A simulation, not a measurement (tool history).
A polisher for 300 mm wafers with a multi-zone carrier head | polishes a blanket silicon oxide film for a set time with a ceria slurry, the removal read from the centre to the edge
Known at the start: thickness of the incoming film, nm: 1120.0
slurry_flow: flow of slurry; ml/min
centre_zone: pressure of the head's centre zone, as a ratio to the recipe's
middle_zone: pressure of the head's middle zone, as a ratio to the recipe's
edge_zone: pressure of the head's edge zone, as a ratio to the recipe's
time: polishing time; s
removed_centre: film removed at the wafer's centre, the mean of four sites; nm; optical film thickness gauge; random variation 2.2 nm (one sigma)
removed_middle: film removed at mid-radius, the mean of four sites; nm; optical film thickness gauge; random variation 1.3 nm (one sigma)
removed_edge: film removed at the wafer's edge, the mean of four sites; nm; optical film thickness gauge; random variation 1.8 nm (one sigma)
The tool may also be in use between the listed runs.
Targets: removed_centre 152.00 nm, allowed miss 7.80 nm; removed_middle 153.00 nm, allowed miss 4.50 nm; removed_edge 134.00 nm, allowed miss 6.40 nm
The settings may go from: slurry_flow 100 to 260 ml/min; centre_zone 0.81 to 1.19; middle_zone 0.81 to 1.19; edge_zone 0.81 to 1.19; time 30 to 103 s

run	day	slurry_flow	centre_zone	middle_zone	edge_zone	time	removed_centre	removed_middle	removed_edge
1	0.000	165	1.00	1.00	1.00	66	219.83	214.23	219.32
2	0.175	165	1.00	1.01	0.98	62	202.32	201.40	203.46
3	0.292	165	1.01	1.02	0.96	59	192.37	196.50	195.98
4	0.542	170	1.04	1.03	0.94	55	190.27	186.77	178.52
# day 0.808: slurry nozzle cleaned
5	0.808	170	1.04	1.03	0.92	53	194.25	190.43	176.83
6	1.129	170	1.04	1.04	0.92	50	184.34	180.76	167.85
7	1.208	165	1.04	1.04	0.91	48	175.08	175.29	158.36
8	1.558	160	1.04	1.03	0.90	47	171.05	166.72	153.95

Which of these 5 next moves meets every target?
A	1.908	145	0.97	0.98	1.02	47	?	?	?
B	1.908	160	0.82	0.96	1.10	50	?	?	?
C	1.908	180	1.04	1.07	0.86	41	?	?	?
D	1.908	150	0.87	0.82	1.00	52	?	?	?
E	1.908	135	1.09	0.95	0.93	56	?	?	?

move	removed_centre	removed_middle	removed_edge
A	158.86	156.79	161.11
B	145.25	166.71	179.13
C	154.52	152.39	134.38
D	158.33	150.57	177.89
E	209.88	179.66	183.30
A: further off than the last run
B: further off than the last run
C: meets every target
D: further off than the last run
E: further off than the last run
Move C is the one to make.
